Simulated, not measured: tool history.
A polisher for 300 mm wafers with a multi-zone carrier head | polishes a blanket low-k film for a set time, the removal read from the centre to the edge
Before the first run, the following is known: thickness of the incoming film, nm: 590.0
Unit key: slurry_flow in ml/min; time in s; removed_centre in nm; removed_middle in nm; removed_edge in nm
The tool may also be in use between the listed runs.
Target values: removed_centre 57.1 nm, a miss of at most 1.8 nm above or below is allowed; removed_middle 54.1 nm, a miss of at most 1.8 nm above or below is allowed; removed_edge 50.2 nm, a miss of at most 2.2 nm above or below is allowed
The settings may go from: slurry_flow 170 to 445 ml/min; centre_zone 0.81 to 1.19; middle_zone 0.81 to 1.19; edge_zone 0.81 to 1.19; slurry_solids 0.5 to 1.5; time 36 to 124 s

run,hour,slurry_flow,centre_zone,middle_zone,edge_zone,slurry_solids,time,removed_centre,removed_middle,removed_edge
1,0,285,1,1,1,1,79,36.882,35.049,35.295
2,7,285,1,1,0.96,1,79,36.209,35.056,34.566
3,10.2,250,1,1,0.96,1,79,35.265,35.152,33.84
4,14.2,205,1,1,0.96,1,79,34.274,33.469,33.17
5,15.2,205,1,1,0.99,1,79,34.918,33.481,34.638
6,23.6,230,1,1,0.99,1,79,35.227,34.208,35.11
7,30.1,245,1.01,1.02,1,1.05,79,36.735,36.328,36.101
8,38.5,260,1.03,1.03,1.01,1.1,79,38.426,36.957,37.487
9,40.7,260,1.13,1.13,0.94,1.35,91,52.222,49.687,43.536
10,47.6,260,1.13,1.13,0.94,1.35,91,52.083,48.464,42.894

Consider the 5 candidate settings below. Which is the only one whose results all fall within their allowed miss of target?
A,54.5,230,1.15,1.14,0.92,1.35,106,?,?,?
B,54.5,245,1.06,1.17,0.9,1.5,103,?,?,?
C,54.5,260,1.11,1.1,1.01,1.4,99,?,?,?
D,54.5,265,1.17,1.07,0.95,1.4,102,?,?,?
E,54.5,395,1.17,1.11,0.87,1.05,106,?,?,?

move,removed_centre,removed_middle,removed_edge
A,61.134,57.58,49.958
B,57.232,59.797,50.12
C,56.79,53.674,49.782
D,61.844,54.123,50.068
E,60.69,54.569,46.722
A: the worst result of the last run now meets its target, but another is out of spec
B: the worst result of the last run now meets its target, but another is out of spec
C: each result inside its tolerance
D: the worst result of the last run now meets its target, but another is out of spec
E: better than the last run, though not everything is in spec
The move that meets every target is C.

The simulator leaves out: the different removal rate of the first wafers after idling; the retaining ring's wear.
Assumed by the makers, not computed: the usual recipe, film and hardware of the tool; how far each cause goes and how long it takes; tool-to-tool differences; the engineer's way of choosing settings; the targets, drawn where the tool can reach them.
